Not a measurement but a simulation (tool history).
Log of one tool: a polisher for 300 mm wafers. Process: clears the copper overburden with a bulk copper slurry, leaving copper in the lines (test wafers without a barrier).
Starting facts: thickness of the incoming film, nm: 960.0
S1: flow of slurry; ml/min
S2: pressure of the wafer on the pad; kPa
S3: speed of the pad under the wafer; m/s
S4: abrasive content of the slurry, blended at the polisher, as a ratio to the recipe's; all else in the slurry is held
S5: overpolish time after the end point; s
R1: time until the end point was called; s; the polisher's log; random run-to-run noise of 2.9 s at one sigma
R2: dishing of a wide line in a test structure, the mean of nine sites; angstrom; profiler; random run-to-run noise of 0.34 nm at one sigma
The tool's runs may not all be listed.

run  hour   S1    S2    S3    S4  S5      R1      R2
  1     0  240  15.9  1.26     1  10  107.62  577.16
  2   2.5  240  19.3  1.26     1  10  88.938  657.33
  3   6.7  240  22.8  1.26     1  10  75.866  734.48
  4   7.5  240  22.8  1.26  1.15  10  74.402  743.39
  5  12.2  240  19.3  1.26  1.15  10  86.009  661.19
  6  14.7  240  19.3  1.26  1.25  10  84.243   669.9
  7  16.1  240  15.2  1.22   1.5   5  102.08  345.28
  8  20.1  245  13.1   1.2   1.5   4  118.92  239.97
  9  23.7  250  11.7   1.2   1.5   4  130.76  223.99
 10  24.6  280  10.3  1.24   1.5   4  137.86  212.87
 11  28.2  245   9.7  1.28   1.5   4  138.53  209.64
 12  33.3  265     9  1.28   1.5   4  151.17  187.47
 13    41  275   8.3  1.32   1.5   4  151.11  184.47

The next listed run, before its measurement:
 14  42.2  300  7.6  1.34  1.5   4   ?   ?

R1: 160.05 s
R2: 179.22 angstrom
